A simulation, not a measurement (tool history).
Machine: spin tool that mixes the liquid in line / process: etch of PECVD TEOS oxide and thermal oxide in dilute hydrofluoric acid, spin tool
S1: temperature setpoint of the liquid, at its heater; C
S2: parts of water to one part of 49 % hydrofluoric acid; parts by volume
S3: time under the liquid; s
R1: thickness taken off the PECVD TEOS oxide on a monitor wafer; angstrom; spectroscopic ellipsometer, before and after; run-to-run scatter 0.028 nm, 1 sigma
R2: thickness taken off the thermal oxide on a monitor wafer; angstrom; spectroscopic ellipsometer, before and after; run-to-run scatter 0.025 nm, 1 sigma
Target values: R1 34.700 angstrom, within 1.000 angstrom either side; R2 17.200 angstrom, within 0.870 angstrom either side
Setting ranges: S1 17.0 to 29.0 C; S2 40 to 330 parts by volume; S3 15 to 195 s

run 1 hour=0.0 | S1=21.0 S2=185 S3=100 | R1=44.140 R2=21.445
run 2 hour=0.8 | S1=20.0 S2=190 S3=100 | R1=41.283 R2=20.710
run 3 hour=3.1 | S1=20.0 S2=190 S3=65 | R1=27.012 R2=13.304
run 4 hour=6.4 | S1=23.5 S2=190 S3=65 | R1=30.388 R2=15.708
run 5 hour=9.0 | S1=23.5 S2=185 S3=65 | R1=31.545 R2=15.900
run 6 hour=14.2 | S1=23.5 S2=220 S3=65 | R1=25.739 R2=12.833
run 7 hour=20.1 | S1=24.5 S2=215 S3=65 | R1=27.366 R2=13.581
run 8 hour=25.9 | S1=25.5 S2=210 S3=65 | R1=28.872 R2=14.583
run 9 hour=29.0 | S1=26.0 S2=205 S3=65 | R1=30.570 R2=15.028
run 10 hour=33.9 | S1=26.5 S2=200 S3=65 | R1=32.179 R2=15.950
run 11 hour=40.8 | S1=27.0 S2=200 S3=65 | R1=33.049 R2=16.420
run 12 hour=47.6 | S1=27.5 S2=200 S3=65 | R1=33.486 R2=17.012
run 13 hour=56.1 | S1=27.5 S2=200 S3=65 | R1=33.434 R2=16.517

Which of these 5 next moves meets every target?
run A hour=64.6 | S1=24.5 S2=140 S3=45 | R1=? R2=?
run B hour=64.6 | S1=27.0 S2=185 S3=55 | R1=? R2=?
run C hour=64.6 | S1=27.0 S2=190 S3=65 | R1=? R2=?
run D hour=64.6 | S1=29.0 S2=290 S3=95 | R1=? R2=?
run E hour=64.6 | S1=27.0 S2=200 S3=65 | R1=? R2=?

move=A R1=31.768 R2=15.390
move=B R1=30.593 R2=14.821
move=C R1=34.999 R2=16.956
move=D R1=32.083 R2=15.543
move=E R1=32.867 R2=15.923
A: lands further from the targets than the last run did
B: lands further from the targets than the last run did
C: every result lands within tolerance
D: lands further from the targets than the last run did
E: lands further from the targets than the last run did
The move that meets every target is C.
